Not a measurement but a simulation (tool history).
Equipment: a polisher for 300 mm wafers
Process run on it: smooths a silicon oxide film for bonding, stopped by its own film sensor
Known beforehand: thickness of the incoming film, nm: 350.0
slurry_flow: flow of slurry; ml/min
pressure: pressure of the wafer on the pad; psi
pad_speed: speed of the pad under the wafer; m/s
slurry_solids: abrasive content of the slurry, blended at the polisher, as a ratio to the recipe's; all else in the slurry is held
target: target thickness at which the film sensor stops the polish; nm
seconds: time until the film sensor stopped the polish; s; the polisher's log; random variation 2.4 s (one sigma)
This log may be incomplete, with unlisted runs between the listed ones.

run	hour	slurry_flow	pressure	pad_speed	slurry_solids	target	seconds
1	0.0	205	2.3	0.92	1.0	279	114.64
2	6.7	240	2.3	0.92	1.0	279	112.82
3	11.8	240	2.1	0.88	1.0	279	127.39
4	18.9	240	1.7	0.88	1.0	279	150.88
5	21.6	240	1.7	0.88	1.2	279	138.36
6	27.2	240	1.6	0.82	1.2	279	153.48
7	29.7	240	1.5	0.78	1.2	279	166.07
8	32.3	240	1.4	0.74	1.2	279	184.63
9	33.1	235	1.3	0.72	1.2	279	195.98
10	34.5	230	1.3	0.70	1.2	279	203.09
11	40.6	225	1.3	0.68	1.2	279	211.35
12	49.4	215	1.3	0.68	1.2	279	212.10
13	57.7	210	1.3	0.68	1.2	279	210.60
14	63.4	205	1.3	0.66	1.2	279	218.07
15	65.6	200	1.3	0.66	1.2	279	219.45
16	69.3	195	1.3	0.66	1.2	279	219.32
17	70.7	190	1.3	0.66	1.2	279	221.14
18	77.2	185	1.3	0.66	1.2	279	223.26

Run 19 is up next; what results do you expect?
19	85.0	180	1.3	0.66	1.2	279	?

seconds: 221.62 s

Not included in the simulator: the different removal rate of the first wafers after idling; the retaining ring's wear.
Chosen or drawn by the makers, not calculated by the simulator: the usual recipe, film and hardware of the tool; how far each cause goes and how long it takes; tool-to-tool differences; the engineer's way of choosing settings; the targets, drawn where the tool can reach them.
